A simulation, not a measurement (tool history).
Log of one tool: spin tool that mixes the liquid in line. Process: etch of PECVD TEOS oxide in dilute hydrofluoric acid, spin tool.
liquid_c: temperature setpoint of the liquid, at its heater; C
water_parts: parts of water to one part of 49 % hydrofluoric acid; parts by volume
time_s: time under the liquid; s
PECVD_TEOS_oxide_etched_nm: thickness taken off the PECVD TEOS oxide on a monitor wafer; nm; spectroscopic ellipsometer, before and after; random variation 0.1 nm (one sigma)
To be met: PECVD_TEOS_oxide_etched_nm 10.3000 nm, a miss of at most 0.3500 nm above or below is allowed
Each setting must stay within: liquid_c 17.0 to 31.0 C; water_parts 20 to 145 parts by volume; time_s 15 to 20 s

run  hour  liquid_c  water_parts  time_s  PECVD_TEOS_oxide_etched_nm
  1   0.0      23.0           80      20                      6.5160
  2   3.4      21.0           80      20                      5.7835
  3  11.1      21.0           95      20                      4.8853
  4  12.4      18.0           95      20                      4.2568
  5  15.3      18.0           95      15                      3.2365
  6  20.1      18.0           95      15                      3.2518
  7  22.1      20.5           90      15                      3.8748
  8  30.0      20.5           90      15                      3.7925
     34.5  -- hydrofluoric acid flow meter replaced
  9  34.5      22.0           80      15                      5.0232
 10  35.5      23.5           75      15                      5.6742
 11  39.7      25.0           70      15                      6.6721
 12  44.3      26.0           70      15                      6.9097
 13  47.4      27.0           65      15                      7.7525
 14  50.7      27.5           65      15                      7.9154
 15  55.4      28.0           65      15                      7.8571
 16  59.9      28.5           65      15                      8.2415
 17  62.7      29.0           65      15                      8.3346
 18  65.1      29.5           65      15                      8.5162
 19  70.7      30.5           60      15                      9.6921

Pick the move, out of 4, that brings all results within their allowed miss; only one does.
  A  76.3      29.5           55      15                           ?
  B  76.3      31.0           65      15                           ?
  C  76.3      31.0           55      15                           ?
  D  76.3      29.0           50      15                           ?

move  PECVD_TEOS_oxide_etched_nm
   A                     10.2250
   B                      9.0322
   C                     10.8410
   D                     11.1120
A: meets every target
B: misses by more than the last run did
C: carries the result that was furthest off beyond its target, to the other side
D: carries the result that was furthest off beyond its target, to the other side
Move A is the one to make.
